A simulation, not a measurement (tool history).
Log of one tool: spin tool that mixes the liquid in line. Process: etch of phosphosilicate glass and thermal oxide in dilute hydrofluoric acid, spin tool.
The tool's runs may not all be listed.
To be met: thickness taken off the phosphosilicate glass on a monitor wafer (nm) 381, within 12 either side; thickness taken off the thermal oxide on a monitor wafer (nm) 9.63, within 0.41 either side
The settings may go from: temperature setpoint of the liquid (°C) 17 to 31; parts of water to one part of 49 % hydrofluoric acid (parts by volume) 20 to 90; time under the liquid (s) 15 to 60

| run | hour | temperature setpoint of the liquid (°C) | parts of water to one part of 49 % hydrofluoric acid (parts by volume) | time under the liquid (s) | thickness taken off the phosphosilicate glass on a monitor wafer (nm) | thickness taken off the thermal oxide on a monitor wafer (nm) |
|---|---|---|---|---|---|---|
| 1 | 0 | 23 | 50 | 30 | 115.36 | 2.9436 |
| 2 | 6.7 | 24.5 | 45 | 30 | 139.24 | 3.491 |
| 3 | 9.6 | 24.5 | 45 | 40 | 186.99 | 4.6532 |
| 4 | 15.3 | 24.5 | 55 | 40 | 148.78 | 3.7781 |
| 5 | 22.9 | 24.5 | 55 | 35 | 130.95 | 3.2548 |
| 6 | 24.6 | 22 | 55 | 35 | 117.94 | 2.9885 |
| 7 | 32.4 | 23.5 | 45 | 35 | 154.79 | 3.873 |
| 8 | 37.4 | 25 | 40 | 35 | 188.02 | 4.7176 |
| 9 | 39.3 | 26 | 35 | 35 | 226.11 | 5.6907 |
| 10 | 47.8 | 27 | 30 | 35 | 275.14 | 6.896 |
| 11 | 52.3 | 27 | 30 | 35 | 273.08 | 6.7246 |
| 12 | 57.9 | 27.5 | 30 | 35 | 280.21 | 7.16 |
| 13 | 66.7 | 28 | 30 | 35 | 284.8 | 7.1668 |
| 14 | 70 | 30.5 | 20 | 35 | 481.02 | 12.216 |
| 15 | 76.3 | 30 | 20 | 35 | 466.84 | 12.161 |
| 16 | 79.7 | 29.5 | 20 | 35 | 459.72 | 11.464 |
| 17 | 87.8 | 29 | 20 | 35 | 456.58 | 11.377 |
| 18 | 91.6 | 28.5 | 20 | 35 | 449.39 | 11.116 |
| 19 | 97.7 | 28.5 | 20 | 35 | 446.37 | 11.267 |

Exactly one of the 4 candidate moves below puts every result within its allowed miss. Which one?
| A | 103.8 | 29.5 | 30 | 40 | ? | ? |
| B | 103.8 | 27 | 20 | 30 | ? | ? |
| C | 103.8 | 31 | 20 | 25 | ? | ? |
| D | 103.8 | 24.5 | 25 | 45 | ? | ? |

| move | thickness taken off the phosphosilicate glass on a monitor wafer (nm) | thickness taken off the thermal oxide on a monitor wafer (nm) |
|---|---|---|
| A | 348.23 | 8.6982 |
| B | 359.25 | 8.9736 |
| C | 352.39 | 8.8022 |
| D | 385.74 | 9.6353 |
A: carries the result that was furthest off beyond its target, to the other side
B: carries the result that was furthest off beyond its target, to the other side
C: carries the result that was furthest off beyond its target, to the other side
D: each result inside its tolerance
Correct choice: D, which meets every target
